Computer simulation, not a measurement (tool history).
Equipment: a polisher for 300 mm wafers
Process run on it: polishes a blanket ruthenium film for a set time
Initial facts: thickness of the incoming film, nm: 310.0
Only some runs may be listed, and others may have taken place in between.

run  hour  flow of slurry (ml/min)  pressure of the wafer on the pad (psi)  speed of the pad under the wafer (cm/s)  polishing time (s)  film removed (Å)
  1     0                      240                                     1.4                                       88                 121            970.97
  2     4                      275                                     1.4                                       88                 121            999.17
  3    12                      275                                     1.6                                       88                 121            1114.6
  4  13.3                      275                                     1.6                                       88                 121            1112.1
  5  14.2                      275                                     1.7                                       88                 121            1177.6
  6  18.5                      275                                     1.7                                       88                 121            1188.3
  7  26.5                      280                                     1.9                                       88                 121            1306.3

Expected results for the next run?
  8  34.4                      285                                     2.1                                       88                 121                 ?

{"run 8": {"film removed (Å)": 1459.7}}
